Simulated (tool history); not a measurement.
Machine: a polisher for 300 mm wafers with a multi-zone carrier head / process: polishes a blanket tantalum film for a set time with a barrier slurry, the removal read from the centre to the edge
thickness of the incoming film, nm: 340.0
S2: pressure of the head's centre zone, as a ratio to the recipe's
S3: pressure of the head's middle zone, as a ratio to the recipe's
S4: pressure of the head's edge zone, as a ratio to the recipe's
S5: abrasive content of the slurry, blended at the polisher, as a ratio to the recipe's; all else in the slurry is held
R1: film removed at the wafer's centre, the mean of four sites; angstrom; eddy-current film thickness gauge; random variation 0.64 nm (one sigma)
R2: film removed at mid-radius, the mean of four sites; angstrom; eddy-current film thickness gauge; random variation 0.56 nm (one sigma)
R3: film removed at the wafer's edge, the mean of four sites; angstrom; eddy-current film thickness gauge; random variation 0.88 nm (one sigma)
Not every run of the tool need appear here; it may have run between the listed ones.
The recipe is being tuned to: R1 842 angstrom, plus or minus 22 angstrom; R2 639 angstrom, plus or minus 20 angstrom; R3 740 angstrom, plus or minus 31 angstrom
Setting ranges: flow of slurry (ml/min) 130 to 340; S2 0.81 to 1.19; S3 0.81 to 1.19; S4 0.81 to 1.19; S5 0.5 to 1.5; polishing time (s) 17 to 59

run 1 hour=0 | flow_of_slurry_(ml/min)=220 S2=1 S3=1 S4=1 S5=1 polishing_time_(s)=38 | R1=544.32 R2=543.68 R3=525.52
run 2 hour=5 | flow_of_slurry_(ml/min)=220 S2=1 S3=1 S4=1 S5=1.2 polishing_time_(s)=38 | R1=551.62 R2=542.64 R3=537.66
run 3 hour=8.5 | flow_of_slurry_(ml/min)=220 S2=1 S3=1 S4=1 S5=1.35 polishing_time_(s)=38 | R1=576.54 R2=565.97 R3=563.23
run 4 hour=12 | flow_of_slurry_(ml/min)=220 S2=1 S3=1 S4=1 S5=1.35 polishing_time_(s)=32 | R1=480.43 R2=467.62 R3=458.98
run 5 hour=18.6 | flow_of_slurry_(ml/min)=220 S2=1 S3=1 S4=1 S5=1.45 polishing_time_(s)=32 | R1=487.44 R2=478.56 R3=460.52
run 6 hour=26.5 | flow_of_slurry_(ml/min)=220 S2=1 S3=1.08 S4=1 S5=1.45 polishing_time_(s)=32 | R1=487.29 R2=516.21 R3=460.6
run 7 hour=34.2 | flow_of_slurry_(ml/min)=235 S2=1.06 S3=1.03 S4=1.06 S5=1.45 polishing_time_(s)=36 | R1=589 R2=556.3 R3=559.49
run 8 hour=40.3 | flow_of_slurry_(ml/min)=235 S2=1.06 S3=1.03 S4=1.06 S5=1.45 polishing_time_(s)=36 | R1=581.14 R2=550.95 R3=551.01
run 9 hour=48.8 | flow_of_slurry_(ml/min)=250 S2=1.1 S3=1 S4=1.07 S5=1.45 polishing_time_(s)=38 | R1=648.58 R2=580.05 R3=581.2
run 10 hour=54.1 | flow_of_slurry_(ml/min)=250 S2=1.13 S3=0.97 S4=1.1 S5=1.45 polishing_time_(s)=40 | R1=693.14 R2=585.1 R3=620.28
run 11 hour=58.3 | flow_of_slurry_(ml/min)=260 S2=1.15 S3=0.95 S4=1.13 S5=1.45 polishing_time_(s)=42 | R1=748.06 R2=619.26 R3=659
run 12 hour=63.9 | flow_of_slurry_(ml/min)=255 S2=1.16 S3=0.92 S4=1.15 S5=1.45 polishing_time_(s)=43 | R1=755.67 R2=620.27 R3=699.56
run 13 hour=70 | flow_of_slurry_(ml/min)=270 S2=1.17 S3=0.9 S4=1.15 S5=1.45 polishing_time_(s)=44 | R1=795.96 R2=616.4 R3=705.81
-- hour=78.7 worn pad replaced by a new one
run 14 hour=78.7 | flow_of_slurry_(ml/min)=275 S2=1.18 S3=0.9 S4=1.16 S5=1.45 polishing_time_(s)=44 | R1=896.38 R2=694.26 R3=789.54
run 15 hour=82.7 | flow_of_slurry_(ml/min)=270 S2=1.18 S3=0.89 S4=1.15 S5=1.45 polishing_time_(s)=44 | R1=900.21 R2=682.86 R3=795.31
run 16 hour=83.5 | flow_of_slurry_(ml/min)=270 S2=1.18 S3=0.89 S4=1.15 S5=1.45 polishing_time_(s)=44 | R1=906.22 R2=688.99 R3=795.84

Next run, 5 choices. One meets every target within its allowed miss, the rest don't. Which?
run A hour=84.3 | flow_of_slurry_(ml/min)=205 S2=0.96 S3=0.81 S4=1.19 S5=1.5 polishing_time_(s)=53 | R1=? R2=? R3=?
run B hour=84.3 | flow_of_slurry_(ml/min)=270 S2=1.14 S3=0.81 S4=1.19 S5=1.5 polishing_time_(s)=41 | R1=? R2=? R3=?
run C hour=84.3 | flow_of_slurry_(ml/min)=270 S2=1.19 S3=1 S4=1.12 S5=1.45 polishing_time_(s)=40 | R1=? R2=? R3=?
run D hour=84.3 | flow_of_slurry_(ml/min)=250 S2=1.04 S3=0.94 S4=1.16 S5=1.35 polishing_time_(s)=49 | R1=? R2=? R3=?
run E hour=84.3 | flow_of_slurry_(ml/min)=275 S2=1.18 S3=0.89 S4=1.17 S5=1.35 polishing_time_(s)=41 | R1=? R2=? R3=?

move=A R1=860.35 R2=740.29 R3=952.63
move=B R1=819.35 R2=593.67 R3=757.65
move=C R1=829.9 R2=681.43 R3=710.61
move=D R1=872.05 R2=777.94 R3=870.52
move=E R1=835.03 R2=629.61 R3=738.38
A: meets the target for the result that was furthest off, but another lies outside its allowed miss
B: carries the result that was furthest off beyond its target, to the other side
C: meets the target for the result that was furthest off, but another lies outside its allowed miss
D: misses by more than the last run did
E: each result inside its tolerance
So the answer is move E, the one that meets all the targets.

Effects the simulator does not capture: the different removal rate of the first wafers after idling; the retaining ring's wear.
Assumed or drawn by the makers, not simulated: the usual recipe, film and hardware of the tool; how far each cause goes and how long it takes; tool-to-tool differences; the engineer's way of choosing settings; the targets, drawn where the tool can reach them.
